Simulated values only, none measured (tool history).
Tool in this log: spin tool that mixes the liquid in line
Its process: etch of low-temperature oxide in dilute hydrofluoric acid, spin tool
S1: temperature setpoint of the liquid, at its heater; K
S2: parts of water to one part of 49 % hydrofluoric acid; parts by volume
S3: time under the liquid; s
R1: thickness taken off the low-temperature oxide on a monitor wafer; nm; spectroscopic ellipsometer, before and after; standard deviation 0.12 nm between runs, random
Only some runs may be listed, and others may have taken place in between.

run,hour,S1,S2,S3,R1
1,0,295.15,185,255,13.101
2,7.9,293.65,185,255,12.16
3,15,293.65,185,255,12.222
4,18,294.65,180,255,13.267
5,23.8,296.65,180,255,14.463
6,25.5,296.65,180,255,14.471
7,31.4,297.65,175,255,15.364
8,35.9,298.15,170,255,16.203
9,42.3,298.65,165,255,17.086
10,48.2,299.15,165,255,17.412
11,49.1,299.65,165,255,17.933
12,55.5,300.15,165,255,18.012
13,61.9,300.65,165,255,18.308
14,70.7,300.65,165,255,18.46

Predict the results of run 15:
15,72.3,301.15,165,255,?

{"run 15": {"R1": 18.829}}
